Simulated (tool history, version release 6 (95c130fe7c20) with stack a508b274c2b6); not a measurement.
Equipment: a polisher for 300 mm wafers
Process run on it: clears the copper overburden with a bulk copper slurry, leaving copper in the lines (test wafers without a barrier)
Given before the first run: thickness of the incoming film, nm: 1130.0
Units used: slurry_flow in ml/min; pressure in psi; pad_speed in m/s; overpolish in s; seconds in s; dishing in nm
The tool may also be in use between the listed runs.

| run | hour | slurry_flow | pressure | pad_speed | slurry_solids | overpolish | seconds | dishing |
|---|---|---|---|---|---|---|---|---|
| 1 | 0 | 160 | 2.8 | 1.38 | 1 | 22 | 112.64 | 98.792 |
| 2 | 4 | 155 | 2.7 | 1.38 | 1 | 23 | 116.89 | 100.06 |
| 3 | 12.1 | 155 | 2.7 | 1.38 | 1 | 31 | 116.09 | 112.97 |
| 4 | 19.4 | 155 | 2.7 | 1.08 | 1 | 31 | 149.18 | 105.41 |
| 5 | 22.2 | 165 | 2.8 | 1.08 | 1 | 28 | 140.52 | 97.107 |
| 6 | 31.2 | 165 | 2.1 | 1.08 | 1 | 28 | 175.44 | 88.524 |
| 7 | 31.8 | 180 | 2.3 | 1.08 | 1 | 27 | 161.95 | 87.615 |
| 8 | 34.8 | 190 | 2.5 | 1.08 | 1 | 27 | 149.39 | 94.529 |
| 9 | 42.5 | 200 | 2.6 | 1.08 | 1 | 26 | 143.32 | 92.241 |
| 10 | 49.1 | 205 | 2.6 | 1.08 | 1 | 26 | 144.02 | 95.774 |
| 11 | 53.3 | 210 | 2.7 | 1.08 | 1 | 25 | 141.1 | 95.108 |

Run 12, settings as shown, results not yet in. Your forecast:
| 12 | 56.9 | 210 | 2.7 | 1.08 | 1 | 25 | ? | ? |

Run 12 yielded seconds 141.84 s, dishing 96.159 nm.
